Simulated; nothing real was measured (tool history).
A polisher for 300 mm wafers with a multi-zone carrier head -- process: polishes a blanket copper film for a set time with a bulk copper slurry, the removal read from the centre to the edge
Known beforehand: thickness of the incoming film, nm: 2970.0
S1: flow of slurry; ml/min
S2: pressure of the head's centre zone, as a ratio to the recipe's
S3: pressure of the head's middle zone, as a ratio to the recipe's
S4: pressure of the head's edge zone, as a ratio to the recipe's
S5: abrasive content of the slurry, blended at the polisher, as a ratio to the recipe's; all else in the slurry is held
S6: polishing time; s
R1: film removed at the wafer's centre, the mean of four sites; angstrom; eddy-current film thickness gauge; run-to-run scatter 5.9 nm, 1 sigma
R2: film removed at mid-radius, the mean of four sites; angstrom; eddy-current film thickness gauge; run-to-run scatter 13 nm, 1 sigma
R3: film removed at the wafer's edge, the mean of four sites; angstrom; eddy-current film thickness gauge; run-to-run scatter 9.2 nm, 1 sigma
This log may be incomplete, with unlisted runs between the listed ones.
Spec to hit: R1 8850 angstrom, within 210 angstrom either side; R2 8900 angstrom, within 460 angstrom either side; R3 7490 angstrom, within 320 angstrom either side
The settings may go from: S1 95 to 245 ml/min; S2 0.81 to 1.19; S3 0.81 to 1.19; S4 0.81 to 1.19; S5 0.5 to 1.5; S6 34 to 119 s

run 1 day=0 | S1=155 S2=1 S3=1 S4=1 S5=1 S6=76 | R1=5475.1 R2=5967 R3=5623.2
run 2 day=0.296 | S1=160 S2=1.02 S3=1.01 S4=1.01 S5=1.05 S6=77 | R1=5784.4 R2=6001.7 R3=5590.9
run 3 day=0.533 | S1=160 S2=1.02 S3=1.02 S4=1.01 S5=1.1 S6=79 | R1=5991.2 R2=6196.4 R3=5978.4
run 4 day=0.712 | S1=160 S2=1.02 S3=0.99 S4=1.01 S5=1.1 S6=79 | R1=5951.7 R2=5974.6 R3=6001.5
run 5 day=0.912 | S1=165 S2=1.03 S3=1.01 S4=1.01 S5=1.15 S6=81 | R1=6249.4 R2=6380.8 R3=6202.2
run 6 day=1.075 | S1=150 S2=1.03 S3=1.01 S4=1.01 S5=1.15 S6=81 | R1=6205.6 R2=6332.8 R3=5929.3
run 7 day=1.129 | S1=155 S2=1.04 S3=1.03 S4=1.01 S5=1.2 S6=82 | R1=6403.5 R2=6651.1 R3=6249.2
run 8 day=1.171 | S1=160 S2=1.06 S3=1.05 S4=1.01 S5=1.25 S6=83 | R1=6734.5 R2=6993.2 R3=6603.9
run 9 day=1.233 | S1=160 S2=1.07 S3=1.06 S4=0.99 S5=1.25 S6=84 | R1=6801.8 R2=6962 R3=6456.6
run 10 day=1.442 | S1=160 S2=1.08 S3=1.07 S4=0.99 S5=1.25 S6=85 | R1=7047.5 R2=7228.8 R3=6606.9
run 11 day=1.542 | S1=165 S2=1.09 S3=1.08 S4=0.99 S5=1.25 S6=85 | R1=7113.6 R2=7371.6 R3=6492.9
run 12 day=1.708 | S1=170 S2=1.1 S3=1.09 S4=1 S5=1.25 S6=85 | R1=7189.8 R2=7191.8 R3=6633.6

Exactly one of the 5 candidate moves below puts every result within its allowed miss. Which one?
run A day=1.875 | S1=160 S2=1.03 S3=1.19 S4=1.02 S5=1.45 S6=98 | R1=? R2=? R3=?
run B day=1.875 | S1=145 S2=1.17 S3=1.18 S4=0.84 S5=1.15 S6=91 | R1=? R2=? R3=?
run C day=1.875 | S1=145 S2=0.9 S3=1.12 S4=1.03 S5=1.35 S6=96 | R1=? R2=? R3=?
run D day=1.875 | S1=155 S2=1.14 S3=1.11 S4=0.89 S5=1 S6=107 | R1=? R2=? R3=?
run E day=1.875 | S1=160 S2=0.85 S3=1.16 S4=0.98 S5=1.5 S6=83 | R1=? R2=? R3=?

move=A R1=7920.4 R2=9435.2 R3=7689.1
move=B R1=7814.2 R2=8140.8 R3=6143.9
move=C R1=6515.7 R2=8479.8 R3=7360.3
move=D R1=8852 R2=8970.2 R3=7301.8
move=E R1=5556.2 R2=7877.7 R3=6434
A: nearer than the last run, and not there yet
B: nearer than the last run, and not there yet
C: its largest miss is bigger than the last run's
D: every result within its allowed miss
E: its largest miss is bigger than the last run's
The right move is D.
